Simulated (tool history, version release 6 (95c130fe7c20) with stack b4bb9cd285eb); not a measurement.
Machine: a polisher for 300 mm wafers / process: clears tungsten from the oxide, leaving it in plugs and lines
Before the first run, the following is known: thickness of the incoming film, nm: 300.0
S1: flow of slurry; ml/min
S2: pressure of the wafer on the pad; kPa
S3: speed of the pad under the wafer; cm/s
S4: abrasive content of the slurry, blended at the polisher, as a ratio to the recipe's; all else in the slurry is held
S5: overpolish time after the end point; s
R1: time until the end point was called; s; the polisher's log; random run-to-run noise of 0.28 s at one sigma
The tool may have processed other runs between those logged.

Run 1, hour 0.0: S1 285 ml/min, S2 26.2 kPa, S3 94 cm/s, S4 1.0, S5 20 s. Result: R1 65.580 s.
Run 2, hour 5.6: S1 285 ml/min, S2 26.2 kPa, S3 76 cm/s, S4 1.0, S5 20 s. Result: R1 81.615 s.
Run 3, hour 12.1: S1 285 ml/min, S2 30.3 kPa, S3 84 cm/s, S4 1.0, S5 20 s. Result: R1 65.909 s.
Run 4, hour 14.7: S1 285 ml/min, S2 30.3 kPa, S3 94 cm/s, S4 1.0, S5 20 s. Result: R1 59.188 s.
Run 5, hour 15.3: S1 285 ml/min, S2 33.1 kPa, S3 102 cm/s, S4 1.0, S5 20 s. Result: R1 50.717 s.
Run 6, hour 18.9: S1 285 ml/min, S2 33.1 kPa, S3 80 cm/s, S4 1.0, S5 20 s. Result: R1 63.732 s.
Run 7, hour 23.2: S1 290 ml/min, S2 35.2 kPa, S3 92 cm/s, S4 1.0, S5 20 s. Result: R1 51.782 s.
Run 8, hour 26.7: S1 300 ml/min, S2 36.5 kPa, S3 98 cm/s, S4 1.0, S5 20 s. Result: R1 47.649 s.
Run 9, hour 34.7: S1 300 ml/min, S2 37.9 kPa, S3 104 cm/s, S4 1.0, S5 20 s. Result: R1 43.965 s.
Run 10, hour 35.5: S1 300 ml/min, S2 37.9 kPa, S3 104 cm/s, S4 1.0, S5 20 s. Result: R1 43.319 s.

What will run 11 give?
Run 11, hour 43.7: S1 300 ml/min, S2 38.6 kPa, S3 110 cm/s, S4 1.0, S5 20 s. Result: R1 ?.

{"run 11": {"R1": 40.409}}

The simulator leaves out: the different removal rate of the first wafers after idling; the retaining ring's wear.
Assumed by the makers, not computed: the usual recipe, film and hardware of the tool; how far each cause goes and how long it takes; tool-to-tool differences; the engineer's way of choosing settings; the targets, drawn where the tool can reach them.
